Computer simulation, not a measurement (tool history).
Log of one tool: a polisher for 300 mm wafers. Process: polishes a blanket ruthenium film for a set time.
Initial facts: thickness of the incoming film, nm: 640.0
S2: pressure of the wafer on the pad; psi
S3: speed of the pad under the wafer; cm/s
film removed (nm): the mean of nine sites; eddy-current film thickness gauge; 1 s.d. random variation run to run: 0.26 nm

{"run": 1, "hour": 0.0, "flow of slurry (ml/min)": 315, "S2": 2.6, "S3": 80, "polishing time (s)": 45, "film removed (nm)": 47.114}
{"run": 2, "hour": 2.0, "flow of slurry (ml/min)": 315, "S2": 2.3, "S3": 76, "polishing time (s)": 45, "film removed (nm)": 39.736}
{"run": 3, "hour": 3.4, "flow of slurry (ml/min)": 315, "S2": 2.3, "S3": 76, "polishing time (s)": 40, "film removed (nm)": 35.096}
{"run": 4, "hour": 7.7, "flow of slurry (ml/min)": 315, "S2": 2.1, "S3": 76, "polishing time (s)": 40, "film removed (nm)": 31.735}
{"run": 5, "hour": 10.2, "flow of slurry (ml/min)": 315, "S2": 2.0, "S3": 76, "polishing time (s)": 40, "film removed (nm)": 30.833}
{"run": 6, "hour": 11.8, "flow of slurry (ml/min)": 315, "S2": 1.9, "S3": 76, "polishing time (s)": 40, "film removed (nm)": 29.324}
{"run": 7, "hour": 13.2, "flow of slurry (ml/min)": 315, "S2": 1.9, "S3": 76, "polishing time (s)": 40, "film removed (nm)": 28.968}
{"run": 8, "hour": 20.0, "flow of slurry (ml/min)": 315, "S2": 1.2, "S3": 74, "polishing time (s)": 40, "film removed (nm)": 18.331}

Run 9, settings as shown, results not yet in. Your forecast:
{"run": 9, "hour": 26.5, "flow of slurry (ml/min)": 315, "S2": 1.3, "S3": 74, "polishing time (s)": 40, "film removed (nm)": "?"}

Logged for run 9: film removed (nm) 19.793.

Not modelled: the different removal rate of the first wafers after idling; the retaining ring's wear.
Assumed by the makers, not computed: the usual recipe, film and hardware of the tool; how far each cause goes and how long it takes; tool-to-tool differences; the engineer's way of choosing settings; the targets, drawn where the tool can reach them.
